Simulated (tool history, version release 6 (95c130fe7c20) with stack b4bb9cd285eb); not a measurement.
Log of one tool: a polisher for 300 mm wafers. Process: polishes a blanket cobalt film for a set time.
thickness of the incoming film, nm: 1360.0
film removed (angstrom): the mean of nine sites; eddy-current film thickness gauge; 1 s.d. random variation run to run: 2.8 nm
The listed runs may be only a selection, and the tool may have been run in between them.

run  hour  flow of slurry (ml/min)  pressure of the wafer on the pad (psi)  speed of the pad under the wafer (cm/s)  polishing time (s)  film removed (angstrom)
  1   0.0                      210                                     1.5                                       90                 116                   3568.4
  2   3.3                      210                                     1.5                                       90                 116                   3628.1
  3   5.2                      210                                     1.7                                       90                 116                   4025.7
  4   6.1                      210                                     1.6                                       90                 116                   3801.4
  5  15.1                      210                                     1.5                                       90                 116                   3617.8
  6  20.3                      210                                     1.4                                       90                 116                   3266.8

Estimate the outcome of run 7 from the log above:
     21.8  -- worn pad replaced by a new one
  7  21.8                      210                                     1.3                                       90                 116                        ?

Run 7 gave film removed (angstrom) 3379.8.
